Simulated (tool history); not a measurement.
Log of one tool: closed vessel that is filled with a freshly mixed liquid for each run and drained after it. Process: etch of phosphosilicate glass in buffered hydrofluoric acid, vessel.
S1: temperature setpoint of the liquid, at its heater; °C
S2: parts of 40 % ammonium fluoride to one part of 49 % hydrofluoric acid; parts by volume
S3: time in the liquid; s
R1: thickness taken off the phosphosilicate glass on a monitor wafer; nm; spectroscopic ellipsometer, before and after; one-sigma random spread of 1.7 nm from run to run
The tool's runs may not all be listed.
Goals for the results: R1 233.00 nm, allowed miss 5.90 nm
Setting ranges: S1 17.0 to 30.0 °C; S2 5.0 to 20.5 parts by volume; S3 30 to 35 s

| run | hour | S1 | S2 | S3 | R1 |
|---|---|---|---|---|---|
| 1 | 0.0 | 22.0 | 12.5 | 35 | 114.31 |
| 2 | 3.2 | 23.5 | 12.0 | 35 | 132.01 |
| 3 | 7.4 | 23.5 | 15.0 | 35 | 104.50 |
| 4 | 11.6 | 24.5 | 14.0 | 35 | 117.20 |
| 5 | 13.7 | 25.5 | 13.0 | 35 | 133.60 |
| 6 | 15.3 | 28.5 | 13.0 | 35 | 157.46 |
| 7 | 18.7 | 28.5 | 12.5 | 35 | 163.52 |
| 8 | 21.5 | 28.5 | 12.0 | 35 | 168.59 |
| 9 | 28.5 | 28.5 | 11.5 | 35 | 178.71 |
| 10 | 33.6 | 28.5 | 11.0 | 35 | 183.08 |
| 11 | 37.8 | 30.0 | 8.5 | 35 | 250.43 |
| 12 | 40.7 | 30.0 | 8.5 | 35 | 250.19 |

Next run, 4 choices. One meets every target within its allowed miss, the rest don't. Which?
| A | 43.6 | 30.0 | 7.5 | 35 | ? |
| B | 43.6 | 30.0 | 7.0 | 30 | ? |
| C | 43.6 | 29.0 | 7.5 | 30 | ? |
| D | 43.6 | 30.0 | 8.0 | 35 | ? |

| move | R1 |
|---|---|
| A | 284.94 |
| B | 263.08 |
| C | 231.73 |
| D | 265.75 |
A: the biggest miss grows against the last run
B: the biggest miss grows against the last run
C: each result inside its tolerance
D: the biggest miss grows against the last run
Move C is the one to make.
